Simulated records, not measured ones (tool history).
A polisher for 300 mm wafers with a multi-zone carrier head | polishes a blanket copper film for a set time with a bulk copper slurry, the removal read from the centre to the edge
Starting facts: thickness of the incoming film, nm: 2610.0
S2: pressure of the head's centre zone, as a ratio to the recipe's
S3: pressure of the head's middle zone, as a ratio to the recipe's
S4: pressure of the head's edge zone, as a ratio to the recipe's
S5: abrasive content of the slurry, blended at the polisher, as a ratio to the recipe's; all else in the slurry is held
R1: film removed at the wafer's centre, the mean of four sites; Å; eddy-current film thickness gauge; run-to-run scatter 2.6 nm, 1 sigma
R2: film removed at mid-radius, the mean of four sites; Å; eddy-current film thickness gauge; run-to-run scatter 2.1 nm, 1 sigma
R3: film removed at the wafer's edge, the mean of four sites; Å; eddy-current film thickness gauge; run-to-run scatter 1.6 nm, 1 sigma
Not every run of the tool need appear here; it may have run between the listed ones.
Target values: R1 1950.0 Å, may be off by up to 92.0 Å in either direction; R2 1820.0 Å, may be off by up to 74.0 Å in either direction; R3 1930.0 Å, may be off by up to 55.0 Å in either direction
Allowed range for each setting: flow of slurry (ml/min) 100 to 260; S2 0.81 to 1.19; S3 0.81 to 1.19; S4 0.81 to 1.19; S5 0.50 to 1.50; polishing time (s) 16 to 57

{"run": 1, "hour": 0.0, "flow of slurry (ml/min)": 165, "S2": 1.0, "S3": 1.0, "S4": 1.0, "S5": 1.0, "polishing time (s)": 36, "R1": 2210.8, "R2": 2449.2, "R3": 2414.7}
{"run": 2, "hour": 4.1, "flow of slurry (ml/min)": 165, "S2": 1.0, "S3": 1.0, "S4": 1.0, "S5": 1.0, "polishing time (s)": 27, "R1": 1657.7, "R2": 1827.9, "R3": 1797.0}
{"run": 3, "hour": 10.8, "flow of slurry (ml/min)": 175, "S2": 1.02, "S3": 0.99, "S4": 1.01, "S5": 1.0, "polishing time (s)": 27, "R1": 1672.3, "R2": 1808.4, "R3": 1880.9}
{"run": 4, "hour": 18.6, "flow of slurry (ml/min)": 210, "S2": 1.02, "S3": 0.99, "S4": 1.01, "S5": 1.0, "polishing time (s)": 27, "R1": 1741.2, "R2": 1876.2, "R3": 1892.3}
{"run": 5, "hour": 26.7, "flow of slurry (ml/min)": 190, "S2": 1.02, "S3": 0.99, "S4": 1.01, "S5": 1.0, "polishing time (s)": 27, "R1": 1710.7, "R2": 1838.9, "R3": 1848.2}
{"run": 6, "hour": 35.5, "flow of slurry (ml/min)": 190, "S2": 1.02, "S3": 0.99, "S4": 0.97, "S5": 1.0, "polishing time (s)": 27, "R1": 1736.1, "R2": 1842.8, "R3": 1804.8}
{"run": 7, "hour": 43.4, "flow of slurry (ml/min)": 195, "S2": 1.04, "S3": 0.98, "S4": 0.98, "S5": 1.0, "polishing time (s)": 27, "R1": 1783.4, "R2": 1838.0, "R3": 1810.5}
{"run": 8, "hour": 47.7, "flow of slurry (ml/min)": 200, "S2": 1.05, "S3": 0.97, "S4": 0.99, "S5": 1.0, "polishing time (s)": 27, "R1": 1801.6, "R2": 1828.6, "R3": 1857.8}
{"run": 9, "hour": 55.4, "flow of slurry (ml/min)": 205, "S2": 1.06, "S3": 0.96, "S4": 0.99, "S5": 1.0, "polishing time (s)": 27, "R1": 1823.2, "R2": 1823.6, "R3": 1877.4}
{"run": 10, "hour": 56.3, "flow of slurry (ml/min)": 210, "S2": 1.07, "S3": 0.96, "S4": 0.99, "S5": 1.0, "polishing time (s)": 27, "R1": 1801.6, "R2": 1798.5, "R3": 1890.8}
{"run": 11, "hour": 62.4, "flow of slurry (ml/min)": 215, "S2": 1.08, "S3": 0.96, "S4": 0.99, "S5": 1.0, "polishing time (s)": 27, "R1": 1846.7, "R2": 1834.4, "R3": 1878.0}
{"run": 12, "hour": 65.2, "flow of slurry (ml/min)": 215, "S2": 1.09, "S3": 0.95, "S4": 0.99, "S5": 1.0, "polishing time (s)": 27, "R1": 1817.4, "R2": 1791.2, "R3": 1838.0}

Pick the move, out of 4, that brings all results within their allowed miss; only one does.
{"run": "A", "hour": 68.0, "flow of slurry (ml/min)": 220, "S2": 1.03, "S3": 0.85, "S4": 1.03, "S5": 1.05, "polishing time (s)": 29, "R1": "?", "R2": "?", "R3": "?"}
{"run": "B", "hour": 68.0, "flow of slurry (ml/min)": 230, "S2": 1.09, "S3": 1.01, "S4": 0.99, "S5": 1.0, "polishing time (s)": 28, "R1": "?", "R2": "?", "R3": "?"}
{"run": "C", "hour": 68.0, "flow of slurry (ml/min)": 230, "S2": 1.05, "S3": 0.97, "S4": 1.04, "S5": 1.15, "polishing time (s)": 28, "R1": "?", "R2": "?", "R3": "?"}
{"run": "D", "hour": 68.0, "flow of slurry (ml/min)": 215, "S2": 1.11, "S3": 0.93, "S4": 0.99, "S5": 1.1, "polishing time (s)": 27, "R1": "?", "R2": "?", "R3": "?"}

move=A R1=1898.7 R2=1800.3 R3=2077.2
move=B R1=1936.7 R2=1997.9 R3=1951.7
move=C R1=1920.7 R2=1989.9 R3=2060.9
move=D R1=1920.6 R2=1817.4 R3=1909.4
A: takes the result that was furthest off past its target
B: meets the target for the result that was furthest off, but another lies outside its allowed miss
C: takes the result that was furthest off past its target
D: hits every target within its allowed miss
The move that meets every target is D.
